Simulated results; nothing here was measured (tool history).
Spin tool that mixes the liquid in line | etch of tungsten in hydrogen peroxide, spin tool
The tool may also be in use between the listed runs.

run,day,temperature setpoint of the liquid (C),concentration of hydrogen peroxide in the mixed liquid (% by weight),time under the liquid (s),thickness taken off the tungsten on a monitor wafer (Å)
1,0.000,49.0,21.5,55,1548.1
2,0.100,52.0,21.5,55,1882.1
3,0.204,56.5,21.5,55,2450.0
4,0.254,53.5,21.5,55,2068.8
5,0.358,51.0,21.5,55,1745.4
6,0.471,49.5,21.5,55,1600.5
7,0.667,48.0,21.5,55,1470.9

The next listed run, before its measurement:
8,0.696,44.0,21.5,55,?

{"run 8": {"thickness taken off the tungsten on a monitor wafer (Å)": 1148.5}}

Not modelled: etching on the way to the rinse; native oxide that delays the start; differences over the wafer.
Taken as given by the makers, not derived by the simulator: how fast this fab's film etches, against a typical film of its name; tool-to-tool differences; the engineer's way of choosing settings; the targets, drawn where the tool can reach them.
